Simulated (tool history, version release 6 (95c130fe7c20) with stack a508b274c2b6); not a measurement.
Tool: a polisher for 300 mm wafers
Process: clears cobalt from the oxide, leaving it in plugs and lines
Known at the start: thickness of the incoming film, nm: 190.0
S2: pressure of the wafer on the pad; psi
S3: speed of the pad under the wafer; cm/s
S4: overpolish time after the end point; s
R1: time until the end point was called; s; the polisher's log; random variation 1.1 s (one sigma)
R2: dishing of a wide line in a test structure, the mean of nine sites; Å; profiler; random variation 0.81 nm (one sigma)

run 1 hour=0.0 | flow_of_slurry_(ml/min)=140 S2=2.0 S3=84 S4=27 | R1=36.884 R2=482.78
run 2 hour=2.6 | flow_of_slurry_(ml/min)=140 S2=2.4 S3=84 S4=27 | R1=30.711 R2=512.64
run 3 hour=3.8 | flow_of_slurry_(ml/min)=140 S2=2.1 S3=82 S4=32 | R1=35.518 R2=504.27
run 4 hour=8.3 | flow_of_slurry_(ml/min)=140 S2=1.9 S3=80 S4=38 | R1=41.057 R2=507.69
-- hour=12.9 head pressure recalibrated
run 5 hour=12.9 | flow_of_slurry_(ml/min)=140 S2=1.9 S3=100 S4=38 | R1=30.716 R2=516.28
run 6 hour=17.3 | flow_of_slurry_(ml/min)=140 S2=1.9 S3=100 S4=43 | R1=30.345 R2=525.82

The next listed run, before its measurement:
run 7 hour=23.2 | flow_of_slurry_(ml/min)=145 S2=1.8 S3=92 S4=46 | R1=? R2=?

Run 7 gave R1 34.254 s, R2 533.91 Å.
